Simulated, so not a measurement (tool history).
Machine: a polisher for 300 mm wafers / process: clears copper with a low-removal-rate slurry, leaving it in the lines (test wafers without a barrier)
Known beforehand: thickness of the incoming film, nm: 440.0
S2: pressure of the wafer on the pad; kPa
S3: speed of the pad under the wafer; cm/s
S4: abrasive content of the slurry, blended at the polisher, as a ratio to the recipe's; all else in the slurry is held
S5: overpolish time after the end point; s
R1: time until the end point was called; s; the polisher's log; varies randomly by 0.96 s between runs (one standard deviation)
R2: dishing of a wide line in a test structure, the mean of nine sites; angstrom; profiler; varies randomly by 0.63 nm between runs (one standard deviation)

Run 1, day 0.000: flow of slurry (ml/min) 320, S2 27.6 kPa, S3 132 cm/s, S4 1.0, S5 10 s. Result: R1 67.308 s, R2 406.44 angstrom.
Run 2, day 0.175: flow of slurry (ml/min) 320, S2 33.1 kPa, S3 132 cm/s, S4 1.0, S5 10 s. Result: R1 57.279 s, R2 473.85 angstrom.
Run 3, day 0.354: flow of slurry (ml/min) 320, S2 29.0 kPa, S3 132 cm/s, S4 1.0, S5 10 s. Result: R1 65.950 s, R2 425.87 angstrom.
Run 4, day 0.571: flow of slurry (ml/min) 320, S2 29.0 kPa, S3 132 cm/s, S4 1.0, S5 8 s. Result: R1 63.506 s, R2 370.92 angstrom.
Run 5, day 0.846: flow of slurry (ml/min) 320, S2 26.2 kPa, S3 132 cm/s, S4 1.0, S5 8 s. Result: R1 71.979 s, R2 328.88 angstrom.
Run 6, day 1.079: flow of slurry (ml/min) 320, S2 24.8 kPa, S3 132 cm/s, S4 1.0, S5 8 s. Result: R1 75.890 s, R2 326.84 angstrom.
Run 7, day 1.129: flow of slurry (ml/min) 320, S2 23.4 kPa, S3 132 cm/s, S4 1.0, S5 8 s. Result: R1 79.504 s, R2 311.22 angstrom.
Run 8, day 1.421: flow of slurry (ml/min) 320, S2 22.8 kPa, S3 132 cm/s, S4 1.0, S5 8 s. Result: R1 81.673 s, R2 294.36 angstrom.

For run 9, what comes out?
Run 9, day 1.475: flow of slurry (ml/min) 320, S2 22.1 kPa, S3 132 cm/s, S4 1.0, S5 8 s. Result: R1 ?, R2 ?.

{"run 9": {"R1": 82.666, "R2": 289.9}}
